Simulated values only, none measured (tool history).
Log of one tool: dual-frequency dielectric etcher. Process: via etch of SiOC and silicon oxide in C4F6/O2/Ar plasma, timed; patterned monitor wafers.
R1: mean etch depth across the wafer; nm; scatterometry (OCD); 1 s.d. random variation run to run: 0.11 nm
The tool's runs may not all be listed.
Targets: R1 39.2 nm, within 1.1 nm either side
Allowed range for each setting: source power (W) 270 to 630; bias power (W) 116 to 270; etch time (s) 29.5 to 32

run 1 hour=0 | source_power_(W)=450 bias_power_(W)=193 etch_time_(s)=32 | R1=33.113
run 2 hour=3.1 | source_power_(W)=480 bias_power_(W)=199 etch_time_(s)=32 | R1=34.431
run 3 hour=7.8 | source_power_(W)=480 bias_power_(W)=229 etch_time_(s)=32 | R1=37.019
run 4 hour=14.9 | source_power_(W)=480 bias_power_(W)=203 etch_time_(s)=32 | R1=34.959
run 5 hour=23.6 | source_power_(W)=480 bias_power_(W)=203 etch_time_(s)=29.5 | R1=32.16
run 6 hour=27.4 | source_power_(W)=480 bias_power_(W)=203 etch_time_(s)=32 | R1=34.755
run 7 hour=29.9 | source_power_(W)=500 bias_power_(W)=206 etch_time_(s)=32 | R1=35.837
run 8 hour=30.9 | source_power_(W)=500 bias_power_(W)=206 etch_time_(s)=32 | R1=35.709
run 9 hour=34.1 | source_power_(W)=510 bias_power_(W)=208 etch_time_(s)=32 | R1=36.136
run 10 hour=35 | source_power_(W)=520 bias_power_(W)=210 etch_time_(s)=32 | R1=36.774
run 11 hour=43.3 | source_power_(W)=530 bias_power_(W)=211 etch_time_(s)=32 | R1=36.992
run 12 hour=50 | source_power_(W)=540 bias_power_(W)=212 etch_time_(s)=32 | R1=37.345
run 13 hour=56 | source_power_(W)=550 bias_power_(W)=213 etch_time_(s)=32 | R1=37.739

Of the 5 settings listed for the next run, only one would bring every result within its allowed miss of target. Which one?
run A hour=62 | source_power_(W)=520 bias_power_(W)=226 etch_time_(s)=30.5 | R1=?
run B hour=62 | source_power_(W)=590 bias_power_(W)=206 etch_time_(s)=30.5 | R1=?
run C hour=62 | source_power_(W)=540 bias_power_(W)=213 etch_time_(s)=31.5 | R1=?
run D hour=62 | source_power_(W)=570 bias_power_(W)=245 etch_time_(s)=30.5 | R1=?
run E hour=62 | source_power_(W)=490 bias_power_(W)=216 etch_time_(s)=32 | R1=?

move=A R1=36.128
move=B R1=36.31
move=C R1=36.794
move=D R1=38.959
move=E R1=36.201
A: further off than the last run
B: further off than the last run
C: further off than the last run
D: in spec on every target
E: further off than the last run
The move that meets every target is D.
